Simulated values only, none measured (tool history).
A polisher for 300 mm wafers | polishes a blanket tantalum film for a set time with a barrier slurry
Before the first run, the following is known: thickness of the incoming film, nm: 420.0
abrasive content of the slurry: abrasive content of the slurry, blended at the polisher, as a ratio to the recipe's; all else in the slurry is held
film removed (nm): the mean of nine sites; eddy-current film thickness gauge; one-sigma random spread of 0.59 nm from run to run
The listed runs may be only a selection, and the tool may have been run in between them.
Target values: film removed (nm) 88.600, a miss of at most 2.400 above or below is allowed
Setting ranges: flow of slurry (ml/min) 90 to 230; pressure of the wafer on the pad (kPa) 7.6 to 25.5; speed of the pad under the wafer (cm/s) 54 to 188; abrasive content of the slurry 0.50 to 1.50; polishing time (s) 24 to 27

run	hour	flow of slurry (ml/min)	pressure of the wafer on the pad (kPa)	speed of the pad under the wafer (cm/s)	abrasive content of the slurry	polishing time (s)	film removed (nm)
1	0.0	150	16.5	120	1.00	27	65.097
2	7.2	165	16.5	120	1.00	27	65.338
3	12.8	165	17.2	120	1.00	27	67.265
4	21.6	165	13.8	120	1.00	27	58.577
# hour 28.2: slurry blender recalibrated
5	28.2	165	11.7	120	1.00	27	61.063
6	31.3	165	11.7	120	1.15	27	63.219
7	40.2	165	13.1	120	1.15	27	67.632
8	44.4	195	17.2	122	1.15	27	81.637
9	53.0	200	17.2	122	1.15	27	82.055
10	58.9	205	17.2	122	1.15	27	82.455
11	65.9	215	17.9	122	1.15	27	84.675

Exercise: of the 5 proposed moves below, exactly one satisfies all targets within the stated allowed misses. Which move is it?
A	72.9	230	19.3	126	1.15	26	?
B	72.9	230	23.4	102	1.00	27	?
C	72.9	195	13.1	148	1.00	27	?
D	72.9	190	17.9	122	0.85	27	?
E	72.9	220	20.0	114	1.20	26	?

move	film removed (nm)
A	89.983
B	83.566
C	81.824
D	77.594
E	83.993
A: all results land within tolerance of their targets
B: moves away from the targets compared with the last run
C: moves away from the targets compared with the last run
D: moves away from the targets compared with the last run
E: moves away from the targets compared with the last run
Correct choice: A, which meets every target
